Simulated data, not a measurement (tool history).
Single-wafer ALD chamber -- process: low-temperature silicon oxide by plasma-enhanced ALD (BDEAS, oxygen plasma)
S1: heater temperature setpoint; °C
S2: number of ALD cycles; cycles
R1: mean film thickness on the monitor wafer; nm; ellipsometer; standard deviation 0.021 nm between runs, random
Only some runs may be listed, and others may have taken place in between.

run 1 day=0 | S1=105 S2=47 | R1=6.5055
run 2 day=0.138 | S1=105 S2=51 | R1=7.0198
run 3 day=0.433 | S1=96 S2=51 | R1=7.1967
run 4 day=0.796 | S1=96 S2=45 | R1=6.3638
run 5 day=1.112 | S1=96 S2=50 | R1=7.1221
run 6 day=1.312 | S1=99 S2=48 | R1=6.7819
run 7 day=1.521 | S1=101 S2=46 | R1=6.346
run 8 day=1.571 | S1=104 S2=45 | R1=6.2292
run 9 day=1.688 | S1=106 S2=44 | R1=6.0239
run 10 day=1.733 | S1=108 S2=43 | R1=5.8964

Run 11 comes next. What will it give?
run 11 day=1.925 | S1=110 S2=42 | R1=?

{"run 11": {"R1": 5.7537}}
